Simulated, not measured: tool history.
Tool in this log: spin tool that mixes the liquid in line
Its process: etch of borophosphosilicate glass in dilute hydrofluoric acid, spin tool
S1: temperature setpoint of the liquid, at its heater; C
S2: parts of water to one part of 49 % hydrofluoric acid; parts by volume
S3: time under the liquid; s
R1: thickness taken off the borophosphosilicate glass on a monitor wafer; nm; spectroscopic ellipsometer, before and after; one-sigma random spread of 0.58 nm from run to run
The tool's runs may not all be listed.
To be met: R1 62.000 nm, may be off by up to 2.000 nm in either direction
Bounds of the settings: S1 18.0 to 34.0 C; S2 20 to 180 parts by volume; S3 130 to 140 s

| run | hour | S1 | S2 | S3 | R1 |
|---|---|---|---|---|---|
| 1 | 0.0 | 26.0 | 100 | 130 | 45.305 |
| 2 | 3.8 | 27.5 | 100 | 130 | 47.898 |
| 3 | 5.8 | 27.5 | 100 | 140 | 52.059 |
| 4 | 12.4 | 28.5 | 100 | 140 | 53.680 |
| 5 | 13.4 | 30.0 | 100 | 140 | 57.131 |
| 6 | 17.5 | 30.5 | 100 | 140 | 58.042 |
| 7 | 23.7 | 30.5 | 100 | 140 | 57.796 |
| 8 | 27.0 | 31.0 | 100 | 140 | 58.975 |

Next run, 4 choices. One meets every target within its allowed miss, the rest don't. Which?
| A | 30.3 | 28.5 | 95 | 140 | ? |
| B | 30.3 | 30.5 | 95 | 130 | ? |
| C | 30.3 | 33.5 | 105 | 130 | ? |
| D | 30.3 | 33.0 | 95 | 130 | ? |

| move | R1 |
|---|---|
| A | 58.246 |
| B | 58.336 |
| C | 58.075 |
| D | 63.999 |
A: moves away from the targets compared with the last run
B: moves away from the targets compared with the last run
C: moves away from the targets compared with the last run
D: meets every target
Answer: D
